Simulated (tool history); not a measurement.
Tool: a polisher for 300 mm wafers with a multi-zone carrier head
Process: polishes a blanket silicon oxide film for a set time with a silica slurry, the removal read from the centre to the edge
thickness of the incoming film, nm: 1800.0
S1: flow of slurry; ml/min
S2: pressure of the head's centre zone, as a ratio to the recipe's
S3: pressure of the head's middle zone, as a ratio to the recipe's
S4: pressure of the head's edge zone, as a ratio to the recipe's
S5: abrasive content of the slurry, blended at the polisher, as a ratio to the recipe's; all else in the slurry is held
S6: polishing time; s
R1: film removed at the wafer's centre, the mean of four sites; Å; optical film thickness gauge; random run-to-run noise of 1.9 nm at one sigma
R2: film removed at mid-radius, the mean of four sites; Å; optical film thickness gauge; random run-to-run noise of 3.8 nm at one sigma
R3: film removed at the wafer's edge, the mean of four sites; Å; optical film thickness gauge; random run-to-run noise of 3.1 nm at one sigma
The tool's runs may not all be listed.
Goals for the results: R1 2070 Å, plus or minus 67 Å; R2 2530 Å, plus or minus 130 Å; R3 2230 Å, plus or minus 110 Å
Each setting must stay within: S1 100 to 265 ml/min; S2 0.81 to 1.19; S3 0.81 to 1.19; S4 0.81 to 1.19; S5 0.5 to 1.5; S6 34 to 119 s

run,day,S1,S2,S3,S4,S5,S6,R1,R2,R3
1,0,170,1,1,1,1,76,2509.2,2511.4,2634.2
2,0.35,170,1,1,1,1,94,3118.1,3108.5,3299.9
3,0.633,170,1.08,1,1,1,94,3374.2,3079.7,3210.7
4,0.675,170,1.06,1.02,0.98,0.95,93,3211,3115,3140
5,0.779,170,1.06,1.02,0.98,0.95,102,3522,3336.6,3432.1
6,0.95,170,1.05,1.04,0.97,0.9,100,3388.8,3286.4,3306.4
7,1.1,170,1.03,1.06,0.96,0.85,98,3184.4,3308.1,3127.4
8,1.325,170,1.01,1.06,0.95,0.8,96,2991.7,3097.2,3023.4
9,1.396,155,0.91,1.16,0.85,0.55,80,1835.6,2324.5,2007.3

Pick the move, out of 4, that brings all results within their allowed miss; only one does.
A,1.467,245,0.85,1.13,0.9,1.15,61,?,?,?
B,1.467,135,0.97,1.19,0.99,0.7,78,?,?,?
C,1.467,150,0.84,1.14,0.85,0.5,93,?,?,?
D,1.467,130,0.96,1.09,0.94,0.5,78,?,?,?

move,R1,R2,R3
A,1941.6,2499.6,2176.7
B,2070.7,2468.2,2187.5
C,1896.2,2513.2,2175.6
D,1751.4,1960.1,1846
A: nearer than the last run, and not there yet
B: in spec on every target
C: nearer than the last run, and not there yet
D: further off than the last run
Go with B: it meets all targets.
